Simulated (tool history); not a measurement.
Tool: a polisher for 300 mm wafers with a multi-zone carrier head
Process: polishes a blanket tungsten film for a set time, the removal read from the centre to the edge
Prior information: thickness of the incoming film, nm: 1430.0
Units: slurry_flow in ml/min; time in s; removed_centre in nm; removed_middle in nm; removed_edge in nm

Run 1, day 0: slurry_flow 255 ml/min, centre_zone 1, middle_zone 1, edge_zone 1, slurry_solids 1, time 51 s. Result: removed_centre 200.81 nm, removed_middle 195.75 nm, removed_edge 203.6 nm.
Run 2, day 0.125: slurry_flow 255 ml/min, centre_zone 0.95, middle_zone 1, edge_zone 1, slurry_solids 1, time 51 s. Result: removed_centre 190.54 nm, removed_middle 197.64 nm, removed_edge 204.33 nm.
Run 3, day 0.354: slurry_flow 255 ml/min, centre_zone 1, middle_zone 1, edge_zone 1, slurry_solids 1, time 51 s. Result: removed_centre 203.89 nm, removed_middle 198.76 nm, removed_edge 205.78 nm.
Run 4, day 0.675: slurry_flow 255 ml/min, centre_zone 1, middle_zone 1, edge_zone 0.95, slurry_solids 1, time 51 s. Result: removed_centre 199.31 nm, removed_middle 197.16 nm, removed_edge 201.27 nm.
Run 5, day 0.854: slurry_flow 255 ml/min, centre_zone 1, middle_zone 1, edge_zone 0.95, slurry_solids 0.85, time 51 s. Result: removed_centre 191.47 nm, removed_middle 189.79 nm, removed_edge 193.3 nm.
At day 1.121: worn pad replaced by a new one.
Run 6, day 1.121: slurry_flow 255 ml/min, centre_zone 1, middle_zone 1, edge_zone 0.95, slurry_solids 0.65, time 51 s. Result: removed_centre 198.46 nm, removed_middle 192.44 nm, removed_edge 194.56 nm.
Run 7, day 1.354: slurry_flow 245 ml/min, centre_zone 0.98, middle_zone 0.99, edge_zone 0.92, slurry_solids 0.65, time 51 s. Result: removed_centre 196.2 nm, removed_middle 188.75 nm, removed_edge 191.41 nm.
Run 8, day 1.708: slurry_flow 245 ml/min, centre_zone 0.95, middle_zone 0.99, edge_zone 0.91, slurry_solids 0.65, time 50 s. Result: removed_centre 184.52 nm, removed_middle 186.21 nm, removed_edge 187.67 nm.
Run 9, day 1.896: slurry_flow 240 ml/min, centre_zone 0.93, middle_zone 0.98, edge_zone 0.89, slurry_solids 0.65, time 50 s. Result: removed_centre 179.12 nm, removed_middle 185.71 nm, removed_edge 183.38 nm.
Run 10, day 2.021: slurry_flow 235 ml/min, centre_zone 0.92, middle_zone 0.97, edge_zone 0.88, slurry_solids 0.65, time 50 s. Result: removed_centre 176.78 nm, removed_middle 183.43 nm, removed_edge 185.2 nm.

Estimate the outcome of run 11 from the log above:
Run 11, day 2.112: slurry_flow 230 ml/min, centre_zone 0.91, middle_zone 0.97, edge_zone 0.87, slurry_solids 0.65, time 50 s. Result: removed_centre ?, removed_middle ?, removed_edge ?.

removed_centre: 173.42 nm
removed_middle: 182.48 nm
removed_edge: 182.04 nm
